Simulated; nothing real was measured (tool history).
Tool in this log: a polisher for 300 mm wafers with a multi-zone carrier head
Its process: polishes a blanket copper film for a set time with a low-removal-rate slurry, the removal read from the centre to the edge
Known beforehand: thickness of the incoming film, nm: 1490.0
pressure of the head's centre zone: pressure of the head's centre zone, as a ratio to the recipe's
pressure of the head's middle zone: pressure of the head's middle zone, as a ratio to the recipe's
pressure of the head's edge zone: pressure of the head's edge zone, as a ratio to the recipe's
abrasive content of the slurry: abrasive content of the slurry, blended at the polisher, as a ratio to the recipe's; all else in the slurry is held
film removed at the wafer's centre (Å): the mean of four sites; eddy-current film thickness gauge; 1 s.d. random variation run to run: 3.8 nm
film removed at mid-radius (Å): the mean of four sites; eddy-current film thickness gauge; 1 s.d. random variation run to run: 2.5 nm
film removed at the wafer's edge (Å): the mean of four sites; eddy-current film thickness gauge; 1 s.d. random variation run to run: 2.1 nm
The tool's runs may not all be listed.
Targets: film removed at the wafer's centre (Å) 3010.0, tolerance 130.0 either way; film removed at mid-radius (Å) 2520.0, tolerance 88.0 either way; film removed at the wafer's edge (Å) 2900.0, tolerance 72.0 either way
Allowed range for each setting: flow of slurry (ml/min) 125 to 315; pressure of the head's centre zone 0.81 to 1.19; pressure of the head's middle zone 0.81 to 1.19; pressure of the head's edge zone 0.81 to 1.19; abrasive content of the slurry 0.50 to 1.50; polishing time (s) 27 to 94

run  hour  flow of slurry (ml/min)  pressure of the head's centre zone  pressure of the head's middle zone  pressure of the head's edge zone  abrasive content of the slurry  polishing time (s)  film removed at the wafer's centre (Å)  film removed at mid-radius (Å)  film removed at the wafer's edge (Å)
  1   0.0                      205                                1.00                                1.00                              1.00                            1.00                  60                                  2519.1                          2480.5                                2675.1
  2   4.4                      165                                1.00                                1.00                              1.00                            1.00                  60                                  2436.8                          2398.6                                2624.9
  3  13.3                      165                                1.00                                1.00                              1.00                            1.00                  51                                  2034.5                          2066.8                                2225.5
  4  17.2                      165                                1.00                                1.00                              0.95                            1.00                  51                                  2064.0                          2036.9                                2139.1
     21.6  -- edge zone pressure recalibrated
  5  21.6                      190                                1.06                                1.00                              1.01                            1.15                  52                                  2355.7                          2169.0                                2272.7
  6  25.6                      205                                1.07                                0.98                              1.06                            1.25                  54                                  2578.8                          2254.9                                2447.3
  7  29.4                      220                                1.07                                0.97                              1.10                            1.30                  55                                  2701.4                          2352.9                                2623.9
  8  30.4                      235                                1.08                                0.97                              1.13                            1.35                  55                                  2603.3                          2399.5                                2662.8
  9  32.6                      240                                1.10                                0.96                              1.14                            1.40                  56                                  2809.0                          2399.7                                2737.2

Next run, 5 choices. One meets every target within its allowed miss, the rest don't. Which?
  A  34.8                      220                                1.12                                0.95                              1.15                            1.15                  62                                       ?                               ?                                     ?
  B  34.8                      210                                1.19                                1.02                              1.11                            1.25                  57                                       ?                               ?                                     ?
  C  34.8                      280                                1.15                                0.85                              1.01                            1.50                  55                                       ?                               ?                                     ?
  D  34.8                      235                                1.15                                0.99                              1.08                            1.40                  57                                       ?                               ?                                     ?
  E  34.8                      160                                0.98                                1.06                              1.11                            1.20                  60                                       ?                               ?                                     ?

move  film removed at the wafer's centre (Å)  film removed at mid-radius (Å)  film removed at the wafer's edge (Å)
   A                                  3028.2                          2551.5                                2899.6
   B                                  2976.0                          2504.4                                2639.0
   C                                  2972.9                          2218.6                                2587.8
   D                                  2979.1                          2527.0                                2685.6
   E                                  2425.8                          2581.6                                2662.8
A: in spec on every target
B: further off than the last run
C: further off than the last run
D: further off than the last run
E: further off than the last run
So the answer is move A, the one that meets all the targets.

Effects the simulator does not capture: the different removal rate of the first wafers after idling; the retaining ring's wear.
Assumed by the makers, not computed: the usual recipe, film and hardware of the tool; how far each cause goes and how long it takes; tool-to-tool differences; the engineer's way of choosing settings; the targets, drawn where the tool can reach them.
